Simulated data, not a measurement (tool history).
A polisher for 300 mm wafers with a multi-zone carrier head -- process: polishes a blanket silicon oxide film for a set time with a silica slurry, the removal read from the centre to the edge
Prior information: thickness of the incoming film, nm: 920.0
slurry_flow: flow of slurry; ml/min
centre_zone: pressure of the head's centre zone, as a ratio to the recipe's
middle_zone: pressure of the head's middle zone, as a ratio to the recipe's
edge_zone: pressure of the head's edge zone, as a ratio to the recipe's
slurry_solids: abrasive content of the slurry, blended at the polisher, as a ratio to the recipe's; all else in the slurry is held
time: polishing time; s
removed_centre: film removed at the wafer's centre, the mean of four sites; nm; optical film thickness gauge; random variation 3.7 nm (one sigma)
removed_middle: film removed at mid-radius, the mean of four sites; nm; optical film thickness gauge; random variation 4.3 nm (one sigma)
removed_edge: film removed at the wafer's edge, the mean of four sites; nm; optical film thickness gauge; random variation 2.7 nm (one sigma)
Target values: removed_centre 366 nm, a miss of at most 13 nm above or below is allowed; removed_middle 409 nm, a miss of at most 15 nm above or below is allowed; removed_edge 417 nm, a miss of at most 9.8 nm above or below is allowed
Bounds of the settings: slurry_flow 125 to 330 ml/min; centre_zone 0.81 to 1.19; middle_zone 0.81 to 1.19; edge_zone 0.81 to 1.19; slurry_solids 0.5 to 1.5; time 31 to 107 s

run 1 day=0 | slurry_flow=210 centre_zone=1 middle_zone=1 edge_zone=1 slurry_solids=1 time=69 | removed_centre=336.7 removed_middle=344.16 removed_edge=346.81
run 2 day=0.062 | slurry_flow=210 centre_zone=1 middle_zone=1 edge_zone=1 slurry_solids=0.9 time=69 | removed_centre=319.26 removed_middle=328.36 removed_edge=326.26
run 3 day=0.417 | slurry_flow=220 centre_zone=1 middle_zone=1.02 edge_zone=1.03 slurry_solids=0.95 time=69 | removed_centre=334.6 removed_middle=340.25 removed_edge=340.93
run 4 day=0.642 | slurry_flow=225 centre_zone=0.98 middle_zone=1.03 edge_zone=1.05 slurry_solids=1 time=69 | removed_centre=341.24 removed_middle=356.41 removed_edge=351
run 5 day=0.954 | slurry_flow=225 centre_zone=0.96 middle_zone=1.03 edge_zone=1.07 slurry_solids=1.05 time=69 | removed_centre=334.62 removed_middle=370.15 removed_edge=368.48
run 6 day=1.104 | slurry_flow=225 centre_zone=0.91 middle_zone=1.03 edge_zone=1.07 slurry_solids=1.05 time=69 | removed_centre=319.68 removed_middle=362.13 removed_edge=365
run 7 day=1.258 | slurry_flow=230 centre_zone=0.92 middle_zone=1.03 edge_zone=1.09 slurry_solids=1.1 time=69 | removed_centre=334.13 removed_middle=381.01 removed_edge=377.96
run 8 day=1.538 | slurry_flow=235 centre_zone=0.92 middle_zone=1.02 edge_zone=1.11 slurry_solids=1.1 time=69 | removed_centre=338.22 removed_middle=377.94 removed_edge=380.47
run 9 day=1.854 | slurry_flow=240 centre_zone=0.92 middle_zone=1.02 edge_zone=1.12 slurry_solids=1.1 time=69 | removed_centre=339.58 removed_middle=379.17 removed_edge=378.92
run 10 day=2.2 | slurry_flow=235 centre_zone=0.92 middle_zone=1.02 edge_zone=1.13 slurry_solids=1.15 time=69 | removed_centre=342.96 removed_middle=380.59 removed_edge=389.42
run 11 day=2.55 | slurry_flow=240 centre_zone=0.92 middle_zone=1.02 edge_zone=1.14 slurry_solids=1.15 time=69 | removed_centre=342.89 removed_middle=381.92 removed_edge=397.09

Pick the move, out of 4, that brings all results within their allowed miss; only one does.
run A day=2.9 | slurry_flow=230 centre_zone=0.97 middle_zone=0.99 edge_zone=1.15 slurry_solids=0.95 time=73 | removed_centre=? removed_middle=? removed_edge=?
run B day=2.9 | slurry_flow=195 centre_zone=0.95 middle_zone=0.91 edge_zone=1.19 slurry_solids=1.3 time=71 | removed_centre=? removed_middle=? removed_edge=?
run C day=2.9 | slurry_flow=230 centre_zone=0.94 middle_zone=1.04 edge_zone=1.18 slurry_solids=0.95 time=79 | removed_centre=? removed_middle=? removed_edge=?
run D day=2.9 | slurry_flow=280 centre_zone=0.93 middle_zone=0.91 edge_zone=1.19 slurry_solids=1.35 time=63 | removed_centre=? removed_middle=? removed_edge=?

move=A removed_centre=345.66 removed_middle=356.83 removed_edge=379.04
move=B removed_centre=371.98 removed_middle=366.46 removed_edge=426.51
move=C removed_centre=362.54 removed_middle=402.64 removed_edge=414.52
move=D removed_centre=342.97 removed_middle=343.73 removed_edge=396.05
A: moves away from the targets compared with the last run
B: brings the result that was furthest off to its target, and leaves another outside
C: in spec on every target
D: moves away from the targets compared with the last run
Correct choice: C, which meets every target
